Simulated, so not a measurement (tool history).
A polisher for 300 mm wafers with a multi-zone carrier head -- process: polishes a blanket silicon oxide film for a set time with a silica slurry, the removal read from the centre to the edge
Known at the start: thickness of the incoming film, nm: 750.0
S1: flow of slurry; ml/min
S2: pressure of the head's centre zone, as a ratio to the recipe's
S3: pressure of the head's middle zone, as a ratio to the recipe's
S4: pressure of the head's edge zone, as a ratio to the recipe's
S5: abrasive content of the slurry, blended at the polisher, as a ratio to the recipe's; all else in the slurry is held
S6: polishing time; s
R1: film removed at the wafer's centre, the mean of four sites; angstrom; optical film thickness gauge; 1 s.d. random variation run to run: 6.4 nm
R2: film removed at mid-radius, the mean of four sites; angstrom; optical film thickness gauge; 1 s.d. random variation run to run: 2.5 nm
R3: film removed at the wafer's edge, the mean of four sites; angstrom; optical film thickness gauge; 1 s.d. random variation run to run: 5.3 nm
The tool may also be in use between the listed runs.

| run | day | S1 | S2 | S3 | S4 | S5 | S6 | R1 | R2 | R3 |
|---|---|---|---|---|---|---|---|---|---|---|
| 1 | 0.000 | 150 | 1.00 | 1.00 | 1.00 | 1.00 | 73 | 3112.2 | 3010.0 | 3136.1 |
| 2 | 0.150 | 150 | 1.00 | 1.00 | 1.00 | 1.00 | 58 | 2453.2 | 2401.7 | 2453.9 |
| 3 | 0.429 | 150 | 1.00 | 1.00 | 1.00 | 1.20 | 58 | 2637.6 | 2622.3 | 2666.1 |
| 4 | 0.588 | 150 | 1.00 | 1.00 | 0.95 | 1.20 | 58 | 2667.3 | 2604.0 | 2561.5 |
| 5 | 0.754 | 150 | 1.00 | 1.00 | 0.95 | 1.10 | 58 | 2505.1 | 2547.8 | 2457.5 |
| 6 | 0.862 | 150 | 1.00 | 1.00 | 0.95 | 1.25 | 58 | 2646.7 | 2671.9 | 2634.2 |
| 7 | 0.896 | 165 | 1.05 | 1.03 | 1.01 | 1.35 | 61 | 3058.8 | 2986.9 | 2996.7 |

What does the tool deliver on the next run?
| 8 | 1.175 | 175 | 1.09 | 1.04 | 1.04 | 1.40 | 65 | ? | ? | ? |

{"run 8": {"R1": 3531.4, "R2": 3265.8, "R3": 3314.4}}

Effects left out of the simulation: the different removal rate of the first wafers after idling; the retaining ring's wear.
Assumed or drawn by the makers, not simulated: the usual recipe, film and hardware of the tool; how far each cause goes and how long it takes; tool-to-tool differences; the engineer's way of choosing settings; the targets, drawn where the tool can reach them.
